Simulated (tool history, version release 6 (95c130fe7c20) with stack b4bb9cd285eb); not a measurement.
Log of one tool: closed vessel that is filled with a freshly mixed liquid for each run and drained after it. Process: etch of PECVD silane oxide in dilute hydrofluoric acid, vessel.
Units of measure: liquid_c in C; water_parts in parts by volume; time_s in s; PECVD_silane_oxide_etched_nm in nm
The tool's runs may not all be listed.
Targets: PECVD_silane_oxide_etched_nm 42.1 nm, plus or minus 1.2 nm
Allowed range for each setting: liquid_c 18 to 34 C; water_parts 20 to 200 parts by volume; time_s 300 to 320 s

| run | hour | liquid_c | water_parts | time_s | PECVD_silane_oxide_etched_nm |
|---|---|---|---|---|---|
| 1 | 0 | 26 | 110 | 300 | 74.352 |
| 2 | 1.1 | 26 | 125 | 300 | 63.862 |
| 3 | 7.9 | 24 | 130 | 300 | 56.307 |
| 4 | 10.2 | 25.5 | 130 | 300 | 60.253 |
| 5 | 12.1 | 24 | 130 | 300 | 56.841 |
| 6 | 13.4 | 22.5 | 135 | 300 | 50.57 |
| 7 | 20.2 | 21.5 | 135 | 300 | 49.054 |
| 8 | 21.1 | 20.5 | 135 | 300 | 47.315 |
| 9 | 25.9 | 20 | 135 | 300 | 46.383 |
| 10 | 27.4 | 19.5 | 135 | 300 | 45.177 |
| 11 | 30.2 | 19 | 135 | 300 | 44.371 |
| 12 | 35 | 18.5 | 135 | 300 | 43.467 |

Next run, 4 choices. One meets every target within its allowed miss, the rest don't. Which?
| A | 39.8 | 18 | 135 | 320 | ? |
| B | 39.8 | 18 | 150 | 305 | ? |
| C | 39.8 | 19 | 145 | 305 | ? |
| D | 39.8 | 18.5 | 135 | 310 | ? |

| move | PECVD_silane_oxide_etched_nm |
|---|---|
| A | 45.146 |
| B | 38.149 |
| C | 41.301 |
| D | 44.637 |
A: further off than the last run
B: carries the result that was furthest off beyond its target, to the other side
C: every result within its allowed miss
D: further off than the last run
Move C is the one to make.
